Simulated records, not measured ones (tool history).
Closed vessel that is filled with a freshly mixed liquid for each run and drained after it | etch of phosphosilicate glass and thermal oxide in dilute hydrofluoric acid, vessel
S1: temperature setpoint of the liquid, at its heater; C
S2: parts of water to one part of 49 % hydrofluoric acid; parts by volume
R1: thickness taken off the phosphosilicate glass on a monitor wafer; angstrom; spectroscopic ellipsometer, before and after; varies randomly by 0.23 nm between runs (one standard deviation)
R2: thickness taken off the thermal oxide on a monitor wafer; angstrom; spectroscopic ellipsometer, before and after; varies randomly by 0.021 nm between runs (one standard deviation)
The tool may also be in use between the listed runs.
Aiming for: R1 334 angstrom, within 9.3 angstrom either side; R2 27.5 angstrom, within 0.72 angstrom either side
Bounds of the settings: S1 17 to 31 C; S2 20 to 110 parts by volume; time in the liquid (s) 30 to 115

Run 1, hour 0: S1 23 C, S2 60 parts by volume, time in the liquid (s) 60. Result: R1 584.21 angstrom, R2 49.297 angstrom.
Run 2, hour 5.8: S1 23 C, S2 50 parts by volume, time in the liquid (s) 60. Result: R1 710.06 angstrom, R2 58.723 angstrom.
Run 3, hour 12.4: S1 21 C, S2 60 parts by volume, time in the liquid (s) 60. Result: R1 541.55 angstrom, R2 45.056 angstrom.
Run 4, hour 14.6: S1 19.5 C, S2 65 parts by volume, time in the liquid (s) 60. Result: R1 465.72 angstrom, R2 37.98 angstrom.
Run 5, hour 23.5: S1 19.5 C, S2 65 parts by volume, time in the liquid (s) 75. Result: R1 580.67 angstrom, R2 47.899 angstrom.
Run 6, hour 27.2: S1 18.5 C, S2 75 parts by volume, time in the liquid (s) 75. Result: R1 475.29 angstrom, R2 39.278 angstrom.
Run 7, hour 32.7: S1 18.5 C, S2 75 parts by volume, time in the liquid (s) 75. Result: R1 483.01 angstrom, R2 39.045 angstrom.
Run 8, hour 35.2: S1 18.5 C, S2 80 parts by volume, time in the liquid (s) 75. Result: R1 444.88 angstrom, R2 36.37 angstrom.
Run 9, hour 43.3: S1 18 C, S2 85 parts by volume, time in the liquid (s) 75. Result: R1 409.85 angstrom, R2 33.834 angstrom.

Below are 5 possible settings for the next run. Only one of them brings all results inside the allowed miss of their targets. Which is it?
Run A, hour 51.4: S1 17 C, S2 80 parts by volume, time in the liquid (s) 60. Result: R1 ?, R2 ?.
Run B, hour 51.4: S1 18.5 C, S2 90 parts by volume, time in the liquid (s) 60. Result: R1 ?, R2 ?.
Run C, hour 51.4: S1 20.5 C, S2 105 parts by volume, time in the liquid (s) 65. Result: R1 ?, R2 ?.
Run D, hour 51.4: S1 21 C, S2 80 parts by volume, time in the liquid (s) 70. Result: R1 ?, R2 ?.
Run E, hour 51.4: S1 17 C, S2 65 parts by volume, time in the liquid (s) 45. Result: R1 ?, R2 ?.

move      R1      R2
   A  335.21  27.486
   B  314.06  25.751
   C  311.54  25.544
   D  462.58  37.929
   E   314.5  25.787
A: meets every target
B: carries the result that was furthest off beyond its target, to the other side
C: carries the result that was furthest off beyond its target, to the other side
D: moves away from the targets compared with the last run
E: carries the result that was furthest off beyond its target, to the other side
A meets every target.
